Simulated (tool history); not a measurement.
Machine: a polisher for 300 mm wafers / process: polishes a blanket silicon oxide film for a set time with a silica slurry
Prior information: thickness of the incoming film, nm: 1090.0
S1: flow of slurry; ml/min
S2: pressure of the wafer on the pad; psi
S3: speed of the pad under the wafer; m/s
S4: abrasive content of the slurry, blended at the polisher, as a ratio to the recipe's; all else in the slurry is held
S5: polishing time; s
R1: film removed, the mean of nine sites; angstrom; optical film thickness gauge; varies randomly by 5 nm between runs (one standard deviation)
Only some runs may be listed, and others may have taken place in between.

run  hour   S1   S2    S3   S4  S5      R1
  1   0.0  275  4.2  1.44  1.0  53  1763.9
  2   7.7  275  4.2  1.72  1.0  53  1925.2
  3  14.6  275  4.2  1.44  1.0  53  1727.9
  4  21.7  275  3.2  1.44  1.0  53  1479.6
  5  26.4  275  3.5  1.52  1.0  53  1590.3
  6  29.5  275  3.5  1.52  1.0  48  1456.1
     32.4  -- conditioning disc replaced and pad reconditioned
  7  32.4  275  3.8  1.60  1.0  48  2161.8
  8  34.3  275  4.1  1.60  1.0  48  2254.4
  9  38.2  275  4.3  1.60  1.0  48  2360.3
 10  41.6  275  4.4  1.60  1.0  48  2383.7
 11  50.1  275  4.5  1.60  1.0  48  2435.5

Run 12 has not been measured yet. What should we expect?
 12  55.9  275  5.7  1.66  1.0  48   ?

{"run 12": {"R1": 3083.6}}

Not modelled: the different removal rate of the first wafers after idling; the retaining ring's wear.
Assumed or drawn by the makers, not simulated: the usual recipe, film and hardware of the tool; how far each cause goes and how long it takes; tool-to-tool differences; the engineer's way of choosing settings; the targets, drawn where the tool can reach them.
